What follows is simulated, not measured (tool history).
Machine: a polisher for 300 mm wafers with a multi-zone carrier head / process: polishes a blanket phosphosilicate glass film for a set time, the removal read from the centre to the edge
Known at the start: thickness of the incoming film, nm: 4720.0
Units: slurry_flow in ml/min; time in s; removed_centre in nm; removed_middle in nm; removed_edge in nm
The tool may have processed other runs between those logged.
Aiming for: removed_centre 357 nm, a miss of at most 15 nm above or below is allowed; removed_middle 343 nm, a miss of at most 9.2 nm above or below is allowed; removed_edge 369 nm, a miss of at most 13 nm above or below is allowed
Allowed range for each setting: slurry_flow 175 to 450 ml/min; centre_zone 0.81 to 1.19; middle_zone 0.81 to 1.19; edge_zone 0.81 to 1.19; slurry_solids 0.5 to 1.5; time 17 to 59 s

| run | day | slurry_flow | centre_zone | middle_zone | edge_zone | slurry_solids | time | removed_centre | removed_middle | removed_edge |
|---|---|---|---|---|---|---|---|---|---|---|
| 1 | 0 | 290 | 1 | 1 | 1 | 1 | 38 | 272.05 | 268.38 | 271.42 |
| 2 | 0.304 | 290 | 1.01 | 1 | 1.02 | 1.1 | 38 | 285.02 | 279.17 | 283.61 |
| 3 | 0.671 | 290 | 1.01 | 1 | 1.04 | 1.15 | 38 | 291.74 | 281.64 | 296.01 |
| 4 | 0.692 | 290 | 1.01 | 1 | 1.04 | 1.15 | 30 | 228.68 | 223.97 | 231.88 |
| 5 | 0.908 | 290 | 1.02 | 1.01 | 1.06 | 1.2 | 31 | 242.86 | 236.44 | 247.21 |
| 6 | 1.167 | 295 | 1.03 | 1.02 | 1.08 | 1.25 | 32 | 260.81 | 248.3 | 259.43 |
| 7 | 1.346 | 295 | 1.03 | 1.02 | 1.09 | 1.3 | 33 | 273.59 | 265.51 | 274.99 |
| 8 | 1.625 | 295 | 1.03 | 1.02 | 1.1 | 1.35 | 34 | 280.43 | 274.86 | 286.29 |
| 9 | 1.721 | 295 | 1.03 | 1.02 | 1.11 | 1.35 | 35 | 284.29 | 280.79 | 296.01 |

Exactly one of the 4 candidate moves below puts every result within its allowed miss. Which one?
| A | 1.817 | 360 | 0.95 | 0.83 | 1.19 | 1.3 | 46 | ? | ? | ? |
| B | 1.817 | 315 | 1.09 | 1.19 | 0.93 | 1.35 | 28 | ? | ? | ? |
| C | 1.817 | 315 | 1.01 | 0.98 | 1.08 | 1.3 | 44 | ? | ? | ? |
| D | 1.817 | 270 | 1.01 | 1.06 | 1.02 | 1.3 | 29 | ? | ? | ? |

| move | removed_centre | removed_middle | removed_edge |
|---|---|---|---|
| A | 356.89 | 314.55 | 404.91 |
| B | 250.33 | 259.83 | 218.13 |
| C | 358.76 | 341.24 | 364.44 |
| D | 232.46 | 236.59 | 230.45 |
A: better than the last run, though not everything is in spec
B: the biggest miss grows against the last run
C: every result within its allowed miss
D: the biggest miss grows against the last run
So the answer is move C, the one that meets all the targets.

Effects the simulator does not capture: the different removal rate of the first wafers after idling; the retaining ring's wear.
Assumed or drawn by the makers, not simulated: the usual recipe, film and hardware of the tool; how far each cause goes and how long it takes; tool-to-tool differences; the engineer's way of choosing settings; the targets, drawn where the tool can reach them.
